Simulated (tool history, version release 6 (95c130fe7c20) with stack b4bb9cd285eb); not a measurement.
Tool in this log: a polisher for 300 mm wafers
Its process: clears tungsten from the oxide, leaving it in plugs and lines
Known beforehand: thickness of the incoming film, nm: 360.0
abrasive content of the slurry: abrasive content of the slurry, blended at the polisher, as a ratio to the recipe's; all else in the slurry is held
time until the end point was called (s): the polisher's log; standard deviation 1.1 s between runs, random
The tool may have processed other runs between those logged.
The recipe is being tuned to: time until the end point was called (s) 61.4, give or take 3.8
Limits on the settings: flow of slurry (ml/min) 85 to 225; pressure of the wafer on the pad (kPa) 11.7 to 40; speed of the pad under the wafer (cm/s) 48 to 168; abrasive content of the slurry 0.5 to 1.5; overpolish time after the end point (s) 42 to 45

run,hour,flow of slurry (ml/min),pressure of the wafer on the pad (kPa),speed of the pad under the wafer (cm/s),abrasive content of the slurry,overpolish time after the end point (s),time until the end point was called (s)
1,0,145,25.5,108,1,42,81.072
2,5.1,145,26.2,108,1,42,80.78
3,10.6,145,26.9,108,1,42,75.141
4,13.8,145,27.6,108,1,42,74.005
5,16.4,145,21.4,108,1,42,96.726
6,23.9,145,25.5,108,1,42,82.488
7,25.2,145,26.2,108,1,42,78.665
8,32.6,145,26.9,108,1,42,75.206
9,35.8,145,27.6,108,1,42,76.202

Of the 4 settings listed for the next run, only one would bring every result within its allowed miss of target. Which one?
A,39,185,31,126,1.25,42,?
B,39,165,32.4,134,1.05,42,?
C,39,140,26.2,168,0.55,42,?
D,39,125,34.5,130,1.4,45,?

move,time until the end point was called (s)
A,54.72
B,52.698
C,61.446
D,50.691
A: pushes the last run's worst result past its target
B: pushes the last run's worst result past its target
C: each result inside its tolerance
D: pushes the last run's worst result past its target
Correct choice: C, which meets every target
